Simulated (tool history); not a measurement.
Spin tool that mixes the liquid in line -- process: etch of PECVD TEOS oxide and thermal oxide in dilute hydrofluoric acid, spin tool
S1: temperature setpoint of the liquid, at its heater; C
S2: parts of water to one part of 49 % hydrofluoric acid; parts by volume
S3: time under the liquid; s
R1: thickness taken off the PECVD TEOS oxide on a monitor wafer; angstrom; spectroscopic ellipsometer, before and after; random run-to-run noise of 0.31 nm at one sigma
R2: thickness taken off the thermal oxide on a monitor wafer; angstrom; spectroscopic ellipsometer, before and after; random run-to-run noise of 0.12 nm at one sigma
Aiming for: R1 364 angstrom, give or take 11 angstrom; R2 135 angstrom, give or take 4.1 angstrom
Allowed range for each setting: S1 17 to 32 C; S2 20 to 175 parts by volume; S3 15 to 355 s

run,hour,S1,S2,S3,R1,R2
1,0,24,95,180,243.87,92.251
2,6.2,22.5,95,180,231.15,87.102
3,14.1,25,90,180,272.92,101.22
4,20.9,28,90,180,309.65,114.87
5,29.8,25,90,180,273.61,101.22
6,36.6,25,115,180,206.2,75.682
7,45,25,115,180,206.6,76.695
8,47.7,27,105,180,247.66,90.421
9,52.7,30,75,180,407.38,151.17
10,53.4,29.5,75,180,400.51,150.78
11,60,29,75,180,392.52,144.56
12,62.7,28.5,75,180,381.8,140.87

Which single option among these 4 for the next run brings every result within its allowed miss of target? Just one does.
A,65.4,26.5,70,190,?,?
B,65.4,28,55,135,?,?
C,65.4,22,70,235,?,?
D,65.4,23,85,245,?,?

move,R1,R2
A,403.69,151.43
B,395.73,148.44
C,416.24,156.14
D,365.47,137.09
A: its largest miss is bigger than the last run's
B: its largest miss is bigger than the last run's
C: its largest miss is bigger than the last run's
D: all results in spec
Go with D: it meets all targets.
